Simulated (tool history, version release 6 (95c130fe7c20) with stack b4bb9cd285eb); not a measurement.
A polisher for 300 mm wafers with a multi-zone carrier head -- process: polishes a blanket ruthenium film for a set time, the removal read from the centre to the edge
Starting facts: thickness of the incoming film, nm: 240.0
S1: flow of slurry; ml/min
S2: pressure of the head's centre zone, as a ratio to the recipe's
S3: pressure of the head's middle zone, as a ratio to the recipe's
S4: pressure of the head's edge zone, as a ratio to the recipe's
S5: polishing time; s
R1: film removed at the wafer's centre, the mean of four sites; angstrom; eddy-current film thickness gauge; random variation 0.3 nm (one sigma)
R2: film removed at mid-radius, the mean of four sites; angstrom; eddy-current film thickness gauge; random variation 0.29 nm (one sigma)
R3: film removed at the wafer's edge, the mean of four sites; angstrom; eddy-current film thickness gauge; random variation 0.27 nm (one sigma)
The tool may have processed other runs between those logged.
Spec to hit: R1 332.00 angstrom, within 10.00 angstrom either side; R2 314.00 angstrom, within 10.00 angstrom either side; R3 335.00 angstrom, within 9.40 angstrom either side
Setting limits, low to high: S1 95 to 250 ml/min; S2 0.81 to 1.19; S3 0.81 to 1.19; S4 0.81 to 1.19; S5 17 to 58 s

run  hour   S1    S2    S3    S4  S5      R1      R2      R3
  1   0.0  160  1.00  1.00  1.00  37  289.36  287.31  298.24
  2   3.7  160  1.00  1.07  1.00  37  286.81  304.49  298.37
  3  10.8  160  1.00  1.12  1.00  37  286.03  314.92  300.79
  4  17.9  175  1.00  1.12  1.00  37  289.77  320.26  301.15
  5  21.5  180  1.01  1.11  1.03  37  298.08  317.77  305.49
  6  29.3  180  1.01  1.11  1.03  32  260.28  275.06  266.04
  7  31.2  180  1.02  1.10  1.05  33  269.81  286.03  277.33
  8  36.8  180  1.03  1.08  1.07  34  276.29  288.17  291.08

Which of these 5 next moves meets every target?
  A  42.4  215  1.18  1.00  1.06  36   ?   ?   ?
  B  42.4  220  1.16  0.97  1.04  37   ?   ?   ?
  C  42.4  180  1.02  0.96  0.99  41   ?   ?   ?
  D  42.4  195  1.18  0.95  1.06  37   ?   ?   ?
  E  42.4  140  1.16  0.99  1.01  40   ?   ?   ?

move      R1      R2      R3
   A  349.70  290.43  312.42
   B  354.47  291.91  318.97
   C  333.34  311.18  337.33
   D  353.51  281.78  317.86
   E  349.91  296.13  320.36
A: takes the result that was furthest off past its target
B: takes the result that was furthest off past its target
C: every result lands within tolerance
D: takes the result that was furthest off past its target
E: takes the result that was furthest off past its target
Correct choice: C, which meets every target

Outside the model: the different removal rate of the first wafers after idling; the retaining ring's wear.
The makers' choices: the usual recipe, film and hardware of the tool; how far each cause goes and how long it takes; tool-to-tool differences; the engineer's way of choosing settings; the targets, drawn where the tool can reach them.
